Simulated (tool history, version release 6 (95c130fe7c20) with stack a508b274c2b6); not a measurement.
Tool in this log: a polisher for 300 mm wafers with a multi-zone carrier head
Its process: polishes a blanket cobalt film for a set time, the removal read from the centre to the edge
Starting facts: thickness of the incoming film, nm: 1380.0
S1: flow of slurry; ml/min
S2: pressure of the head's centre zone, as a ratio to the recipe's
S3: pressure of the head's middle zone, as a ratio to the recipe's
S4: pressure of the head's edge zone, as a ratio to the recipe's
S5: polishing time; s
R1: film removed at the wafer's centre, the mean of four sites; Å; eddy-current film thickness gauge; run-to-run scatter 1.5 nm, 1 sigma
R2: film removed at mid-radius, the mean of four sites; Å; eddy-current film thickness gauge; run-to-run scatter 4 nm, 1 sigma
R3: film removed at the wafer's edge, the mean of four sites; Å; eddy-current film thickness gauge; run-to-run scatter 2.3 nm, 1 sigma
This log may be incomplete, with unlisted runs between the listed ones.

run	hour	S1	S2	S3	S4	S5	R1	R2	R3
1	0	155	1	1	1	33	1707.9	1672.7	1672.9
2	6.1	165	1	1.04	1	35	1822.1	1867	1750
3	10.3	170	1	1.07	1.02	36	1886	1995	1828.1
4	13.6	170	1	1.07	1.02	31	1647.2	1662.3	1571.4
5	16.4	170	1	1.09	1.03	33	1734.8	1836.3	1661
6	19	170	1.01	1.11	1.05	35	1868	1970.9	1754.2
7	22.7	170	1.01	1.11	1.05	35	1886.8	1927.5	1779.6
8	29.8	180	1	1.12	1.05	36	1928.8	2019.4	1863.3
9	32.1	180	1	1.13	1.04	38	2017.5	2163.3	1936.7
10	34.1	180	1	1.14	1.03	39	2074.7	2260.8	1988.1
11	42.5	185	1	1.15	1.02	40	2148.5	2323.8	2048.4
12	43.5	180	1	1.16	1.01	41	2193.1	2406.5	2087.9
13	49.6	185	0.99	1.17	1	42	2237.9	2502.3	2097.6
14	57.8	190	0.98	1.17	1	42	2234.3	2406.2	2110.9

For run 15, what comes out?
15	59.1	185	0.99	1.17	1.02	42	?	?	?

Run 15 gave R1 2233.5 Å, R2 2484.4 Å, R3 2156.1 Å.

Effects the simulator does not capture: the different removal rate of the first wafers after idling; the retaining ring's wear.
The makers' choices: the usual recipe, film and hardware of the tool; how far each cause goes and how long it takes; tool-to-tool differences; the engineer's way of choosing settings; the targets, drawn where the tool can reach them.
